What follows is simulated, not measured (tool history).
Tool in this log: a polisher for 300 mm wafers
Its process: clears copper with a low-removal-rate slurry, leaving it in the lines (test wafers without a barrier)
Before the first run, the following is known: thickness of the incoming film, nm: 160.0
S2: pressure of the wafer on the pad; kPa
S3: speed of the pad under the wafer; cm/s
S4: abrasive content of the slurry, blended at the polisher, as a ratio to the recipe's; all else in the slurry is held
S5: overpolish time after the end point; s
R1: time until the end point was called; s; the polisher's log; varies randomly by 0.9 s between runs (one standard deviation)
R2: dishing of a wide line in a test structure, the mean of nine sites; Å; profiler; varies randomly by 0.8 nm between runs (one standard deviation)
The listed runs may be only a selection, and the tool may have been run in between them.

Run 1, hour 0.0: flow of slurry (ml/min) 195, S2 16.5 kPa, S3 92 cm/s, S4 1.00, S5 11 s. Result: R1 60.836 s, R2 196.50 Å.
Run 2, hour 5.9: flow of slurry (ml/min) 195, S2 16.5 kPa, S3 92 cm/s, S4 0.85, S5 11 s. Result: R1 61.852 s, R2 195.34 Å.
Run 3, hour 7.8: flow of slurry (ml/min) 195, S2 17.2 kPa, S3 92 cm/s, S4 0.85, S5 12 s. Result: R1 60.708 s, R2 209.34 Å.
Run 4, hour 14.0: flow of slurry (ml/min) 195, S2 17.9 kPa, S3 92 cm/s, S4 0.85, S5 13 s. Result: R1 57.965 s, R2 240.30 Å.
Run 5, hour 16.3: flow of slurry (ml/min) 195, S2 18.6 kPa, S3 92 cm/s, S4 0.85, S5 14 s. Result: R1 54.945 s, R2 262.58 Å.
Run 6, hour 18.5: flow of slurry (ml/min) 195, S2 18.6 kPa, S3 92 cm/s, S4 0.85, S5 10 s. Result: R1 54.873 s, R2 204.82 Å.
Run 7, hour 21.6: flow of slurry (ml/min) 195, S2 19.3 kPa, S3 92 cm/s, S4 0.85, S5 12 s. Result: R1 54.611 s, R2 241.00 Å.

What will run 8 give?
Run 8, hour 23.8: flow of slurry (ml/min) 195, S2 20.0 kPa, S3 92 cm/s, S4 0.85, S5 13 s. Result: R1 ?, R2 ?.

Logged for run 8: R1 51.614 s, R2 260.51 Å.

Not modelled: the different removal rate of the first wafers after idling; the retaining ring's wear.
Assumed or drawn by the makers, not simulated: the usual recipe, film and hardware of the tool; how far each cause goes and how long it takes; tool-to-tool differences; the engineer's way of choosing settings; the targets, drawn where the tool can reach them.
